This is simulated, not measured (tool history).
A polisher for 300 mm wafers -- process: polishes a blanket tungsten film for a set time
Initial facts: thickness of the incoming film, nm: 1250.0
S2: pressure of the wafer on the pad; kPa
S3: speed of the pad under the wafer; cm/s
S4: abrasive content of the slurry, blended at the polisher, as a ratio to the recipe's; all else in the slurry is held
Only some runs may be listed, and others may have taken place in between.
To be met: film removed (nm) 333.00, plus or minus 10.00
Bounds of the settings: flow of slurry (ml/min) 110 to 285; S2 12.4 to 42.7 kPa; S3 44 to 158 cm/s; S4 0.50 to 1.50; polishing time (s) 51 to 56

run 1 hour=0.0 | flow_of_slurry_(ml/min)=180 S2=27.6 S3=100 S4=1.00 polishing_time_(s)=56 | film_removed_(nm)=274.25
run 2 hour=8.6 | flow_of_slurry_(ml/min)=180 S2=27.6 S3=100 S4=1.00 polishing_time_(s)=56 | film_removed_(nm)=276.37
run 3 hour=15.8 | flow_of_slurry_(ml/min)=180 S2=27.6 S3=100 S4=1.00 polishing_time_(s)=51 | film_removed_(nm)=250.29
run 4 hour=23.7 | flow_of_slurry_(ml/min)=185 S2=29.6 S3=100 S4=1.00 polishing_time_(s)=51 | film_removed_(nm)=266.87
run 5 hour=24.3 | flow_of_slurry_(ml/min)=220 S2=29.6 S3=100 S4=1.00 polishing_time_(s)=51 | film_removed_(nm)=270.70
run 6 hour=25.9 | flow_of_slurry_(ml/min)=220 S2=29.6 S3=100 S4=1.10 polishing_time_(s)=51 | film_removed_(nm)=277.50
run 7 hour=31.8 | flow_of_slurry_(ml/min)=220 S2=31.0 S3=100 S4=1.10 polishing_time_(s)=51 | film_removed_(nm)=289.84
run 8 hour=39.2 | flow_of_slurry_(ml/min)=220 S2=32.4 S3=100 S4=1.10 polishing_time_(s)=51 | film_removed_(nm)=304.59
run 9 hour=44.7 | flow_of_slurry_(ml/min)=220 S2=33.1 S3=100 S4=1.10 polishing_time_(s)=51 | film_removed_(nm)=307.91
run 10 hour=50.3 | flow_of_slurry_(ml/min)=220 S2=33.8 S3=100 S4=1.10 polishing_time_(s)=51 | film_removed_(nm)=316.45
run 11 hour=51.9 | flow_of_slurry_(ml/min)=220 S2=34.5 S3=100 S4=1.10 polishing_time_(s)=51 | film_removed_(nm)=320.04

Which one of the following 5 next-run settings gets every result inside its allowed miss? There is exactly one.
run A hour=53.5 | flow_of_slurry_(ml/min)=235 S2=31.7 S3=102 S4=1.00 polishing_time_(s)=53 | film_removed_(nm)=?
run B hour=53.5 | flow_of_slurry_(ml/min)=220 S2=29.6 S3=110 S4=1.10 polishing_time_(s)=56 | film_removed_(nm)=?
run C hour=53.5 | flow_of_slurry_(ml/min)=235 S2=35.2 S3=84 S4=1.20 polishing_time_(s)=56 | film_removed_(nm)=?
run D hour=53.5 | flow_of_slurry_(ml/min)=255 S2=32.4 S3=92 S4=1.05 polishing_time_(s)=55 | film_removed_(nm)=?
run E hour=53.5 | flow_of_slurry_(ml/min)=225 S2=34.5 S3=96 S4=0.95 polishing_time_(s)=52 | film_removed_(nm)=?

move=A film_removed_(nm)=310.61
move=B film_removed_(nm)=335.03
move=C film_removed_(nm)=312.20
move=D film_removed_(nm)=303.09
move=E film_removed_(nm)=307.22
A: its largest miss is bigger than the last run's
B: all results in spec
C: its largest miss is bigger than the last run's
D: its largest miss is bigger than the last run's
E: its largest miss is bigger than the last run's
Correct choice: B, which meets every target

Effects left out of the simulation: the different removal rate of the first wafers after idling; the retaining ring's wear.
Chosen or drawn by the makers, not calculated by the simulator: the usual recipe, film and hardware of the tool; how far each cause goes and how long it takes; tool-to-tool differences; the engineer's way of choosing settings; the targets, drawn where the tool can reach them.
